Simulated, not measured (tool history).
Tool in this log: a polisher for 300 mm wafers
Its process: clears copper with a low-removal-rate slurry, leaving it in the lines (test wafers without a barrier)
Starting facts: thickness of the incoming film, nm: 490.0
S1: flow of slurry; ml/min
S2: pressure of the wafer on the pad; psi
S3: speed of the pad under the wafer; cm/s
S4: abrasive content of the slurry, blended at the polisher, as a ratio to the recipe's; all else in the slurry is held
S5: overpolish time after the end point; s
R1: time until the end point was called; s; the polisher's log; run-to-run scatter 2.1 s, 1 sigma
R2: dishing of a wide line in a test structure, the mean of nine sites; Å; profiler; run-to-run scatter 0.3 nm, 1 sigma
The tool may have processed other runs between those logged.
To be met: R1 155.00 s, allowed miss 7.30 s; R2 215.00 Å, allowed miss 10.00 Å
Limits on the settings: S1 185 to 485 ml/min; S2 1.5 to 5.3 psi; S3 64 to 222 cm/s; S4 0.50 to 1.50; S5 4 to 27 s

run	hour	S1	S2	S3	S4	S5	R1	R2
1	0.0	310	3.4	142	1.00	14	103.06	357.23
2	6.3	310	3.4	166	1.00	14	88.29	396.72
3	9.1	310	3.4	148	1.00	14	101.45	367.53
4	10.4	310	3.3	148	1.00	13	102.77	352.92
5	12.6	310	3.2	148	1.00	12	107.49	324.64
6	14.9	310	3.1	148	1.00	12	107.34	312.10
7	16.8	310	2.9	148	1.00	12	114.15	296.66
8	17.9	310	2.8	148	1.00	12	123.69	293.51
9	25.6	310	2.7	148	1.00	12	124.78	285.92
10	29.8	310	2.6	148	1.00	12	127.89	273.93
11	37.3	310	2.5	148	1.00	12	133.46	270.89
12	40.1	310	2.5	148	1.00	12	133.73	273.84
13	46.6	310	2.4	148	1.00	12	139.88	270.75
# hour 52.3: slurry blender recalibrated
14	52.3	310	2.2	148	1.00	10	140.81	227.10

5 next moves are on the table. One of them brings every result within its allowed miss. Which?
A	58.0	370	2.1	132	1.35	12	?	?
B	58.0	280	3.0	144	0.55	9	?	?
C	58.0	295	2.0	150	0.90	10	?	?
D	58.0	355	2.0	136	0.90	12	?	?
E	58.0	395	2.6	134	1.25	8	?	?

move	R1	R2
A	150.16	245.58
B	121.44	235.65
C	154.80	209.31
D	167.38	226.39
E	122.09	213.62
A: puts the biggest miss on target and leaves a different result outside tolerance
B: its largest miss is bigger than the last run's
C: every result within its allowed miss
D: takes the result that was furthest off past its target
E: its largest miss is bigger than the last run's
Correct choice: C, which meets every target
